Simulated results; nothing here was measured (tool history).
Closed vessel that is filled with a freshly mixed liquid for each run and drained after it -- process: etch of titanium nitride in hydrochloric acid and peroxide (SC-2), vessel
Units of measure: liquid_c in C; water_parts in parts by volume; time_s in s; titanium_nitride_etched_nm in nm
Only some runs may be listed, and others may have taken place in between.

run 1 day=0.000 | liquid_c=52.0 water_parts=10.0 time_s=215 | titanium_nitride_etched_nm=7.8677
run 2 day=0.071 | liquid_c=52.0 water_parts=10.0 time_s=165 | titanium_nitride_etched_nm=6.0344
run 3 day=0.267 | liquid_c=52.0 water_parts=10.0 time_s=165 | titanium_nitride_etched_nm=6.0008
run 4 day=0.504 | liquid_c=52.0 water_parts=8.5 time_s=165 | titanium_nitride_etched_nm=6.8886
run 5 day=0.892 | liquid_c=46.5 water_parts=8.5 time_s=165 | titanium_nitride_etched_nm=4.8670
run 6 day=1.242 | liquid_c=46.5 water_parts=8.5 time_s=215 | titanium_nitride_etched_nm=6.2866
run 7 day=1.292 | liquid_c=54.5 water_parts=8.5 time_s=215 | titanium_nitride_etched_nm=10.7030
run 8 day=1.579 | liquid_c=55.0 water_parts=8.5 time_s=215 | titanium_nitride_etched_nm=10.9350
run 9 day=1.738 | liquid_c=55.5 water_parts=8.5 time_s=215 | titanium_nitride_etched_nm=11.3580
run 10 day=1.933 | liquid_c=56.0 water_parts=8.5 time_s=215 | titanium_nitride_etched_nm=11.6890
run 11 day=2.017 | liquid_c=56.5 water_parts=8.5 time_s=215 | titanium_nitride_etched_nm=11.9890
run 12 day=2.071 | liquid_c=57.0 water_parts=8.5 time_s=215 | titanium_nitride_etched_nm=12.5490

Predict the results of run 13:
-- day=2.204 new drum of peroxide connected
run 13 day=2.204 | liquid_c=57.5 water_parts=8.5 time_s=215 | titanium_nitride_etched_nm=?

titanium_nitride_etched_nm: 13.5320 nm
